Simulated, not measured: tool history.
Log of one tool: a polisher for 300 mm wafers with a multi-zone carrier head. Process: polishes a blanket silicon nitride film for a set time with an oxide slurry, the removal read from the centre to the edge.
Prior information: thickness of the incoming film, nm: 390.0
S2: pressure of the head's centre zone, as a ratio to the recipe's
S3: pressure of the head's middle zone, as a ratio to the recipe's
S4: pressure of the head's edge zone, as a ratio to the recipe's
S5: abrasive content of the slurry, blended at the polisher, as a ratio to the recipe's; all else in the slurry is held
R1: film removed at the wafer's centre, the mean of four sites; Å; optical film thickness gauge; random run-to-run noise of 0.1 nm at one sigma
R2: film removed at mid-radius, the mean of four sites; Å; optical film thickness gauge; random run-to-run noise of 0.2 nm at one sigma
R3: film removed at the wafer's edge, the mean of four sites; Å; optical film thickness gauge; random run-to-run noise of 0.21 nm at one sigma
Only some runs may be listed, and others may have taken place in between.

Run 1, hour 0.0: flow of slurry (ml/min) 170, S2 1.00, S3 1.00, S4 1.00, S5 1.00, polishing time (s) 53. Result: R1 352.86 Å, R2 344.14 Å, R3 354.43 Å.
Run 2, hour 4.6: flow of slurry (ml/min) 210, S2 1.00, S3 1.00, S4 1.00, S5 1.00, polishing time (s) 53. Result: R1 363.45 Å, R2 358.02 Å, R3 363.11 Å.
Run 3, hour 7.5: flow of slurry (ml/min) 205, S2 0.98, S3 0.98, S4 1.00, S5 0.95, polishing time (s) 51. Result: R1 334.10 Å, R2 338.69 Å, R3 335.43 Å.
Run 4, hour 16.2: flow of slurry (ml/min) 195, S2 0.97, S3 0.96, S4 1.02, S5 0.90, polishing time (s) 49. Result: R1 305.02 Å, R2 309.43 Å, R3 316.62 Å.
Run 5, hour 24.4: flow of slurry (ml/min) 195, S2 0.97, S3 1.01, S4 1.02, S5 0.90, polishing time (s) 49. Result: R1 307.50 Å, R2 317.94 Å, R3 315.59 Å.
Run 6, hour 32.6: flow of slurry (ml/min) 185, S2 0.96, S3 0.99, S4 1.04, S5 0.85, polishing time (s) 48. Result: R1 290.18 Å, R2 298.35 Å, R3 311.16 Å.
Run 7, hour 37.2: flow of slurry (ml/min) 180, S2 0.95, S3 0.97, S4 1.04, S5 0.80, polishing time (s) 47. Result: R1 276.24 Å, R2 275.94 Å, R3 292.37 Å.

What will run 8 give?
Run 8, hour 40.2: flow of slurry (ml/min) 130, S2 0.85, S3 0.90, S4 1.14, S5 0.55, polishing time (s) 37. Result: R1 ?, R2 ?, R3 ?.

{"run 8": {"R1": 156.47, "R2": 163.65, "R3": 195.25}}
